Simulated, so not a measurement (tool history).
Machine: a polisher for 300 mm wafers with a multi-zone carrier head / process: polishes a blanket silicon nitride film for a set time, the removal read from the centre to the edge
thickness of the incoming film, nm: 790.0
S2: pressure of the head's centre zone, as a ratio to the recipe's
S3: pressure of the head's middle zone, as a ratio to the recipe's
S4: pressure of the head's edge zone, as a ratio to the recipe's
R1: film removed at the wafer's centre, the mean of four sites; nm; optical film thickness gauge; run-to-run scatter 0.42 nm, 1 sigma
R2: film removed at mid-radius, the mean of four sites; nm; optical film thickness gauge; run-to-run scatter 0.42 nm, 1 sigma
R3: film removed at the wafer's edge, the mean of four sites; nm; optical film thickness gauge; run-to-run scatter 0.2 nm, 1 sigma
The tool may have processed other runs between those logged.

Run 1, day 0: flow of slurry (ml/min) 185, S2 1, S3 1, S4 1, polishing time (s) 31. Result: R1 48.494 nm, R2 48 nm, R3 46.272 nm.
Run 2, day 0.142: flow of slurry (ml/min) 175, S2 0.96, S3 0.96, S4 0.99, polishing time (s) 29. Result: R1 43.643 nm, R2 43.934 nm, R3 42.796 nm.
Run 3, day 0.325: flow of slurry (ml/min) 165, S2 0.93, S3 0.93, S4 1.01, polishing time (s) 27. Result: R1 38.669 nm, R2 38.668 nm, R3 40.19 nm.
Run 4, day 0.562: flow of slurry (ml/min) 200, S2 0.93, S3 0.93, S4 1.01, polishing time (s) 27. Result: R1 40.034 nm, R2 39.693 nm, R3 40.79 nm.
Run 5, day 0.917: flow of slurry (ml/min) 190, S2 0.9, S3 0.91, S4 1, polishing time (s) 26. Result: R1 37.878 nm, R2 37.792 nm, R3 38.972 nm.
Run 6, day 1.279: flow of slurry (ml/min) 180, S2 0.88, S3 0.9, S4 1, polishing time (s) 25. Result: R1 34.686 nm, R2 36.186 nm, R3 37.275 nm.

Estimate the outcome of run 7 from the log above:
Run 7, day 1.312: flow of slurry (ml/min) 170, S2 0.87, S3 0.88, S4 1, polishing time (s) 24. Result: R1 ?, R2 ?, R3 ?.

{"run 7": {"R1": 32.805, "R2": 34.214, "R3": 35.684}}
